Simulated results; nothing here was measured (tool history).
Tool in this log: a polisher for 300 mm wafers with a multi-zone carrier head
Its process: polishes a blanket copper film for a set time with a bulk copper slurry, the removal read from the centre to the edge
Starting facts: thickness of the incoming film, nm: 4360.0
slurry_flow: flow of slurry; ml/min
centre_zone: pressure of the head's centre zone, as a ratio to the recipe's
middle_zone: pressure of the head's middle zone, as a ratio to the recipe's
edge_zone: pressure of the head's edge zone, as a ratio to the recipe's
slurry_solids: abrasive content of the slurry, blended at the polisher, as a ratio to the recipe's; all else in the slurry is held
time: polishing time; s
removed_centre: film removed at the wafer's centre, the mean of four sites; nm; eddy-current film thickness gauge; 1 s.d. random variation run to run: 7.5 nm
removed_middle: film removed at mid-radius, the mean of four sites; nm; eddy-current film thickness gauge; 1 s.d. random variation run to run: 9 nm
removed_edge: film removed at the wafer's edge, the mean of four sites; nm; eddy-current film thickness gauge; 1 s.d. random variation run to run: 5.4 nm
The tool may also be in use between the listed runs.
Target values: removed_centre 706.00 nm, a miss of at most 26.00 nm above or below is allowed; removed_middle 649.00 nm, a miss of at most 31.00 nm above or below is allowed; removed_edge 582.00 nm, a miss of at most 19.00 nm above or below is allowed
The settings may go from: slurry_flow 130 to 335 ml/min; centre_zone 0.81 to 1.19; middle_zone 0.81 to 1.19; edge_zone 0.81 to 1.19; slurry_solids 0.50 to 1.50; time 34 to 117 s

run  hour  slurry_flow  centre_zone  middle_zone  edge_zone  slurry_solids  time  removed_centre  removed_middle  removed_edge
  1   0.0          215         1.00         1.00       1.00           1.00    75          594.04          607.24        624.69
  2   5.0          180         1.00         1.00       1.00           1.00    75          566.82          589.50        602.92
  3  12.6          195         1.03         1.01       0.98           1.00    75          598.91          593.60        605.65
  4  14.3          195         1.03         1.01       0.98           1.00    60          474.55          478.14        481.81
  5  21.1          195         1.03         1.01       1.03           1.00    60          480.59          475.74        494.62
  6  25.6          215         1.06         1.04       1.02           1.10    61          538.55          520.44        518.72
  7  30.2          230         1.08         1.06       1.03           1.15    61          543.24          554.66        537.61
  8  39.1          240         1.10         1.05       1.00           1.20    62          592.15          559.99        544.09
  9  40.7          250         1.12         1.06       1.00           1.20    62          604.96          566.62        547.27
 10  47.7          260         1.13         1.07       1.00           1.25    62          615.63          594.82        558.28
 11  53.0          265         1.14         1.07       0.99           1.30    62          638.83          586.68        563.95
 12  57.0          270         1.15         1.08       0.99           1.30    62          628.08          592.42        559.64
 13  60.0          275         1.16         1.09       0.97           1.35    62          656.38          620.40        556.64
 14  64.2          280         1.17         1.09       0.97           1.35    62          658.48          606.74        562.78
 15  70.4          285         1.17         1.09       0.97           1.40    62          666.33          636.90        568.74

Which one of the following 5 next-run settings gets every result inside its allowed miss? There is exactly one.
  A  76.6          275         1.07         1.10       1.02           1.40    63               ?               ?             ?
  B  76.6          295         1.19         1.14       0.96           1.45    62               ?               ?             ?
  C  76.6          260         1.12         1.11       0.84           1.50    63               ?               ?             ?
  D  76.6          275         1.13         1.11       0.86           1.50    62               ?               ?             ?
  E  76.6          295         1.10         1.04       0.98           1.25    64               ?               ?             ?

move  removed_centre  removed_middle  removed_edge
   A          619.21          640.89        585.63
   B          694.09          663.95        569.52
   C          651.10          649.49        539.58
   D          654.60          646.18        540.91
   E          638.40          611.78        573.74
A: lands further from the targets than the last run did
B: every result lands within tolerance
C: lands further from the targets than the last run did
D: lands further from the targets than the last run did
E: lands further from the targets than the last run did
Go with B: it meets all targets.
